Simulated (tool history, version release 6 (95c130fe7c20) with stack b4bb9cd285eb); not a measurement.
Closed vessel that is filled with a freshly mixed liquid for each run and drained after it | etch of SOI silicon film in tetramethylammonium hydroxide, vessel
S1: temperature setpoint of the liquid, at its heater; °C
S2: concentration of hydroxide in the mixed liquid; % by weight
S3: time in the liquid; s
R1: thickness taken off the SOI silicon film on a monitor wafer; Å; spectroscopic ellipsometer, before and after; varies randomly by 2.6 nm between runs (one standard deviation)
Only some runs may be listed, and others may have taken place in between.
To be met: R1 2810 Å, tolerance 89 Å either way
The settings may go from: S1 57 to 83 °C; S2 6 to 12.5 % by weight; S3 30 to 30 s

| run | hour | S1 | S2 | S3 | R1 |
|---|---|---|---|---|---|
| 1 | 0 | 70 | 8.5 | 30 | 2182.8 |
| 2 | 4.6 | 64.5 | 8.5 | 30 | 1596.6 |
| 3 | 9.6 | 64.5 | 8.5 | 30 | 1560.1 |
| 4 | 13 | 64.5 | 9.5 | 30 | 1495.6 |
| 5 | 16.3 | 64.5 | 8.5 | 30 | 1586.4 |
| 6 | 25.5 | 64.5 | 8.5 | 30 | 1586 |
| 7 | 26.6 | 66 | 8.5 | 30 | 1701.7 |
| 8 | 34.2 | 67 | 8.5 | 30 | 1827 |
| 9 | 42.8 | 68 | 8.5 | 30 | 1959.3 |
| 10 | 49.2 | 69 | 8.5 | 30 | 2067.8 |
| 11 | 50 | 69.5 | 8.5 | 30 | 2151.4 |

Next run, 5 choices. One meets every target within its allowed miss, the rest don't. Which?
| A | 50.8 | 75.5 | 8 | 30 | ? |
| B | 50.8 | 73.5 | 7.5 | 30 | ? |
| C | 50.8 | 75.5 | 8.5 | 30 | ? |
| D | 50.8 | 71.5 | 7 | 30 | ? |
| E | 50.8 | 72.5 | 7.5 | 30 | ? |

| move | R1 |
|---|---|
| A | 3087.9 |
| B | 2807.6 |
| C | 3027.9 |
| D | 2548.5 |
| E | 2650.2 |
A: takes the biggest miss from the last run beyond its target
B: every result within its allowed miss
C: takes the biggest miss from the last run beyond its target
D: gains on the last run, yet a result remains outside its allowed miss
E: gains on the last run, yet a result remains outside its allowed miss
Move B is the one to make.

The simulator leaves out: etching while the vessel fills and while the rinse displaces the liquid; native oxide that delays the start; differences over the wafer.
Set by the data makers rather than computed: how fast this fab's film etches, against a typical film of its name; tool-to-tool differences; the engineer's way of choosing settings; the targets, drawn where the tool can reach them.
